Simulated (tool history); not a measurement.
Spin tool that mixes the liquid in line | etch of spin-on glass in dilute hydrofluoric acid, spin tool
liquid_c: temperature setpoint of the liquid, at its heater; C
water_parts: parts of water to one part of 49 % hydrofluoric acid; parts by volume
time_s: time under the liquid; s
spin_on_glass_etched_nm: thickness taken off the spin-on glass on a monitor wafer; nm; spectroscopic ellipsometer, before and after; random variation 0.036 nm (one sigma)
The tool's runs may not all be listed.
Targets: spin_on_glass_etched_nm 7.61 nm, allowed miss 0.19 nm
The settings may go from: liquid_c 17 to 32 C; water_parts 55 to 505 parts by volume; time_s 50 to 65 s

run,hour,liquid_c,water_parts,time_s,spin_on_glass_etched_nm
1,0,24,280,65,5.0722
2,0.9,24,280,50,3.871
3,1.4,26,255,50,4.6991
4,9.8,26,255,50,4.7019
5,12.6,26,330,50,3.3603
# hour 15.7: hydrofluoric acid flow meter replaced
6,15.7,26,330,50,3.6446
7,18.9,27.5,280,50,4.7611
8,22.3,29,265,50,5.3659
9,25.5,29,265,50,5.331
10,32.2,30,250,50,5.9962
11,33.8,30.5,240,50,6.3967
12,42.7,30.5,240,50,6.4816
13,44.4,31,235,50,6.6584
14,50.6,31.5,230,50,6.9743
15,53.8,31.5,225,50,7.2154

5 next moves are on the table. One of them brings every result within its allowed miss. Which?
A,57,30,255,65,?
B,57,31.5,235,50,?
C,57,32,285,65,?
D,57,28,230,55,?
E,57,31.5,255,55,?

move,spin_on_glass_etched_nm
A,7.5582
B,6.789
C,6.9701
D,6.8179
E,6.7189
A: meets every target
B: further off than the last run
C: further off than the last run
D: further off than the last run
E: further off than the last run
Move A is the one to make.
